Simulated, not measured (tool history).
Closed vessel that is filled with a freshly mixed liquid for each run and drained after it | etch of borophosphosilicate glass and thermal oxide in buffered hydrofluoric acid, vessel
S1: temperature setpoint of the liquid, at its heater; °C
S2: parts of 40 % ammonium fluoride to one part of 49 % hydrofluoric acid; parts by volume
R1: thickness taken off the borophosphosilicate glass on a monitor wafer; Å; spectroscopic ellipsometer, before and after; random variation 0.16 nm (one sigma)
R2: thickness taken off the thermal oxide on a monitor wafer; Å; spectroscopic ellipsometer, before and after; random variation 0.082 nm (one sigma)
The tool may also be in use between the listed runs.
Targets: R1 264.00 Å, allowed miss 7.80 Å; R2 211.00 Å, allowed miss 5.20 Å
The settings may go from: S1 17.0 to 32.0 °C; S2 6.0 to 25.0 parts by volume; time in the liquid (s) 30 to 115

{"run": 1, "hour": 0.0, "S1": 25.0, "S2": 15.5, "time in the liquid (s)": 60, "R1": 569.19, "R2": 457.47}
{"run": 2, "hour": 6.1, "S1": 27.0, "S2": 15.5, "time in the liquid (s)": 60, "R1": 636.41, "R2": 508.08}
{"run": 3, "hour": 7.8, "S1": 24.0, "S2": 17.0, "time in the liquid (s)": 60, "R1": 496.03, "R2": 394.65}
{"run": 4, "hour": 12.6, "S1": 22.0, "S2": 18.0, "time in the liquid (s)": 60, "R1": 418.73, "R2": 336.75}
{"run": 5, "hour": 21.5, "S1": 22.0, "S2": 18.0, "time in the liquid (s)": 45, "R1": 316.35, "R2": 251.02}
{"run": 6, "hour": 26.4, "S1": 21.0, "S2": 18.0, "time in the liquid (s)": 45, "R1": 299.4, "R2": 238.94}
{"run": 7, "hour": 32.5, "S1": 20.5, "S2": 18.0, "time in the liquid (s)": 45, "R1": 287.32, "R2": 231.61}
{"run": 8, "hour": 38.4, "S1": 20.0, "S2": 18.0, "time in the liquid (s)": 45, "R1": 279.75, "R2": 225.17}
{"run": 9, "hour": 44.0, "S1": 19.5, "S2": 18.0, "time in the liquid (s)": 45, "R1": 275.77, "R2": 217.08}

Which of these 5 next moves meets every target?
{"run": "A", "hour": 49.6, "S1": 26.0, "S2": 25.0, "time in the liquid (s)": 35, "R1": "?", "R2": "?"}
{"run": "B", "hour": 49.6, "S1": 20.5, "S2": 18.5, "time in the liquid (s)": 40, "R1": "?", "R2": "?"}
{"run": "C", "hour": 49.6, "S1": 17.0, "S2": 13.5, "time in the liquid (s)": 35, "R1": "?", "R2": "?"}
{"run": "D", "hour": 49.6, "S1": 25.0, "S2": 22.0, "time in the liquid (s)": 35, "R1": "?", "R2": "?"}
{"run": "E", "hour": 49.6, "S1": 18.0, "S2": 15.0, "time in the liquid (s)": 40, "R1": "?", "R2": "?"}

move=A R1=244.93 R2=195.59
move=B R1=255.25 R2=203.08
move=C R1=247.38 R2=196.11
move=D R1=253.43 R2=202.23
move=E R1=269.45 R2=213.87
A: takes the result that was furthest off past its target
B: takes the result that was furthest off past its target
C: takes the result that was furthest off past its target
D: takes the result that was furthest off past its target
E: meets every target
Answer: E
